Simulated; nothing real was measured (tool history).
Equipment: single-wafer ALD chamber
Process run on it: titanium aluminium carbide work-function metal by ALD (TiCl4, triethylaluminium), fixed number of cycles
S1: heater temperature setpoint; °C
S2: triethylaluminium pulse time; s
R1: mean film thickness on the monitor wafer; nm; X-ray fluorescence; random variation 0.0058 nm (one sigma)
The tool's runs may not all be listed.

run,day,S1,S2,R1
1,0.000,315,14.58,2.2068
2,0.354,315,18.12,2.1995
3,0.483,315,15.13,2.1956
4,0.729,312,15.05,2.1692
5,0.979,319,15.05,2.2346
6,1.325,315,14.85,2.1889
7,1.542,312,14.68,2.1651

Run 8 comes next. What will it give?
8,1.783,312,14.68,?

{"run 8": {"R1": 2.1654}}
